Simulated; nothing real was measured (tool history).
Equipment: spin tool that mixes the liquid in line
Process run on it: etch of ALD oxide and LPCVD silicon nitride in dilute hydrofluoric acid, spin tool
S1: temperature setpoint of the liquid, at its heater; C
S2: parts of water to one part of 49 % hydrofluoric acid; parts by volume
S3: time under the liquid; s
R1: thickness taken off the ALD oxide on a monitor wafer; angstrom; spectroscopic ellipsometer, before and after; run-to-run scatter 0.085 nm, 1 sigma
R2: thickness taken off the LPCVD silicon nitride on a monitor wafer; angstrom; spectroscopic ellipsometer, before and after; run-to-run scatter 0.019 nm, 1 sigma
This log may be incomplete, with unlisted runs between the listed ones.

run  hour    S1   S2   S3      R1      R2
  1   0.0  22.0  175  180  201.94  4.1896
  2   1.3  20.5  175  180  192.57  4.0557
  3   2.0  20.5  125  180  284.28  6.3550
  4   8.9  20.0  130  180  266.02  5.2410
  5  11.7  20.0   75  180  493.78  8.6387
  6  13.1  20.0   75  105  282.79  5.2998
  7  22.1  20.0   80  105  267.98  4.5307
  8  23.1  20.0   85  105  249.58  4.8229
  9  26.2  20.0   90  105  233.45  4.4793
 10  35.2  19.5   90  105  228.40  4.0091
 11  36.9  20.5  155  110  135.12  2.6615
 12  40.4  21.0  155  110  137.89  3.0048

For run 13, what comes out?
 13  45.0  22.5  130  105   ?   ?

Run 13 measured R1 169.97 angstrom, R2 3.4961 angstrom.
